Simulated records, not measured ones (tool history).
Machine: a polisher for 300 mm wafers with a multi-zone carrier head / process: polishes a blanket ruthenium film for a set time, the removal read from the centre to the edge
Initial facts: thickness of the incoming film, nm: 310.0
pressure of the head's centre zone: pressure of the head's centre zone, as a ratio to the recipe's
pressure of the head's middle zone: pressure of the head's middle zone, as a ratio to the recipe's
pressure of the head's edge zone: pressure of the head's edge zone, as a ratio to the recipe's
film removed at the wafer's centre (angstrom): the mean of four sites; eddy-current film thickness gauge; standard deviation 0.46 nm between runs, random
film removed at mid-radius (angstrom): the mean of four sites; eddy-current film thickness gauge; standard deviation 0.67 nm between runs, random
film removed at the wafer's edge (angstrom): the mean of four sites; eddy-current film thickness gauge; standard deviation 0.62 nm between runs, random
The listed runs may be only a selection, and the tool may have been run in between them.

run,hour,flow of slurry (ml/min),pressure of the head's centre zone,pressure of the head's middle zone,pressure of the head's edge zone,polishing time (s),film removed at the wafer's centre (angstrom),film removed at mid-radius (angstrom),film removed at the wafer's edge (angstrom)
1,0,240,1,1,1,83,978.25,989.26,966.41
2,0.7,240,1,1,1,76,903.47,916.84,890.22
3,2.2,235,1.02,0.95,0.99,68,815.37,779.51,775.74
4,8.5,185,1.02,0.95,0.99,68,788.95,767.9,763.78
5,15.5,200,1.03,0.92,1,63,748.5,691.84,718.52
6,21.7,145,1.03,0.92,1,63,721,674.89,696.29
7,22.5,150,1.04,0.89,1,60,695.4,627.36,670.07
8,30.3,155,1.05,0.87,0.99,58,674.55,598.05,654.03
9,31.3,150,1.12,0.81,0.92,53,656.94,512.88,582.67
10,39.6,155,1.12,0.82,0.93,53,672.44,498.14,581.39

Run 11 has not been measured yet. What should we expect?
11,44.9,155,1.12,0.82,0.93,53,?,?,?

film removed at the wafer's centre (angstrom): 663.1
film removed at mid-radius (angstrom): 512.83
film removed at the wafer's edge (angstrom): 570
